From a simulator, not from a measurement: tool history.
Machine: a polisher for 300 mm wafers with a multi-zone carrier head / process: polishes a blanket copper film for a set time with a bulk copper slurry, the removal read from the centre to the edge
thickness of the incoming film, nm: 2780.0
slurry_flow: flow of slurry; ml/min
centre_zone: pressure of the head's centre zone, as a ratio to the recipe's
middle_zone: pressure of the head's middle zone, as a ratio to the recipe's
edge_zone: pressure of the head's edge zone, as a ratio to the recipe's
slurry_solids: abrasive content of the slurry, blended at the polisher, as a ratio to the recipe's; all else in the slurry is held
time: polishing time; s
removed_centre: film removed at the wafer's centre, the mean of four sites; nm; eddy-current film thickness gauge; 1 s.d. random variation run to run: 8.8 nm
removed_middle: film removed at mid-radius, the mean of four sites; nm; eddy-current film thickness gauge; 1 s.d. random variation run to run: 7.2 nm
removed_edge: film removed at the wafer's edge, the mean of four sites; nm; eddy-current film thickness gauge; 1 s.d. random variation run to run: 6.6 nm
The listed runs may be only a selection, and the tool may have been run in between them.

run,hour,slurry_flow,centre_zone,middle_zone,edge_zone,slurry_solids,time,removed_centre,removed_middle,removed_edge
1,0.0,315,1.00,1.00,1.00,1.00,60,574.93,588.73,591.24
2,1.8,315,1.00,1.01,1.02,1.05,61,603.11,611.47,623.72
3,6.7,315,0.93,1.01,1.02,1.05,61,559.21,608.09,623.11
4,8.8,315,0.93,1.01,1.07,1.05,61,555.74,616.72,631.58
5,10.4,315,0.94,1.02,1.08,1.10,62,579.56,637.92,659.11
6,14.0,315,0.94,1.02,1.00,1.10,62,572.28,636.41,625.04
7,22.7,340,1.04,1.11,1.10,1.35,66,728.66,780.10,748.00
8,27.2,340,1.04,1.11,1.10,1.35,66,728.49,775.20,752.43
9,35.7,340,1.04,1.11,1.11,1.35,66,720.37,777.41,754.32
10,39.6,340,1.04,1.11,1.12,1.35,66,734.33,791.50,755.80

Run 11 comes next. What will it give?
11,44.0,340,1.04,1.10,1.13,1.35,66,?,?,?

removed_centre: 735.31 nm
removed_middle: 770.74 nm
removed_edge: 757.39 nm
